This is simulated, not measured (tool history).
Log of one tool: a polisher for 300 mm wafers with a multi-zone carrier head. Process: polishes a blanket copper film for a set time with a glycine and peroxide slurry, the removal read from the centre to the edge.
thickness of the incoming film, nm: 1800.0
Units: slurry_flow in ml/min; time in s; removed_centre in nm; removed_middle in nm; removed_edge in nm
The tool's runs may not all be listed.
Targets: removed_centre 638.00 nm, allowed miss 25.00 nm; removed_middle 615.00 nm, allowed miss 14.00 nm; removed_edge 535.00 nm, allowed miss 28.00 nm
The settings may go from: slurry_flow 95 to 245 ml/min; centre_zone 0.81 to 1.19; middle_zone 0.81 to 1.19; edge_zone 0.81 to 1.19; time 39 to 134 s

run,hour,slurry_flow,centre_zone,middle_zone,edge_zone,time,removed_centre,removed_middle,removed_edge
1,0.0,155,1.00,1.00,1.00,86,438.59,445.71,436.31
2,7.2,125,1.00,1.00,1.00,86,414.96,425.06,417.89
3,10.3,135,1.02,1.02,1.01,87,432.94,443.89,443.19
4,16.7,135,1.02,1.02,1.01,104,519.43,519.60,520.86
5,21.9,145,1.03,1.03,0.99,104,535.98,537.48,519.79
6,22.6,145,1.03,1.03,0.99,85,433.85,436.72,422.71
7,30.9,155,1.04,1.05,0.99,87,456.79,459.75,440.72
8,32.0,165,1.05,1.07,0.99,88,470.60,482.41,451.09
9,39.3,175,1.07,1.08,0.99,89,495.67,490.38,456.46
10,42.0,180,1.08,1.09,0.99,90,516.26,508.19,459.58
11,43.2,185,1.09,1.10,1.00,91,514.55,516.61,478.38
12,50.4,190,1.10,1.11,1.00,92,532.36,523.86,479.19
13,55.4,195,1.11,1.12,1.00,93,539.48,545.28,477.76
14,59.7,200,1.12,1.12,1.00,94,555.45,550.94,505.64
15,66.9,205,1.13,1.13,1.00,94,554.33,554.58,497.61
16,68.9,210,1.14,1.13,1.00,95,586.63,561.51,492.14
17,75.2,210,1.14,1.13,1.01,95,575.40,567.19,503.37
18,81.3,215,1.15,1.13,1.01,95,581.82,560.14,489.08
19,89.7,215,1.15,1.13,1.01,96,583.51,559.62,509.49
20,94.0,215,1.15,1.14,1.01,96,581.01,573.66,504.22
21,96.1,215,1.15,1.14,1.01,97,593.27,575.25,507.97
22,99.1,225,1.16,1.15,1.02,99,611.78,594.31,529.06

5 next moves are on the table. One of them brings every result within its allowed miss. Which?
A,102.1,230,1.05,1.08,1.10,101,?,?,?
B,102.1,245,1.17,1.16,1.00,100,?,?,?
C,102.1,195,1.12,1.19,1.04,97,?,?,?
D,102.1,215,1.19,1.12,1.03,95,?,?,?
E,102.1,225,1.17,1.09,1.04,100,?,?,?

move,removed_centre,removed_middle,removed_edge
A,584.35,580.90,556.59
B,650.87,615.77,528.07
C,585.26,593.51,510.92
D,617.84,558.64,503.26
E,643.29,577.83,534.73
A: further off than the last run
B: meets every target
C: further off than the last run
D: further off than the last run
E: further off than the last run
Move B is the one to make.

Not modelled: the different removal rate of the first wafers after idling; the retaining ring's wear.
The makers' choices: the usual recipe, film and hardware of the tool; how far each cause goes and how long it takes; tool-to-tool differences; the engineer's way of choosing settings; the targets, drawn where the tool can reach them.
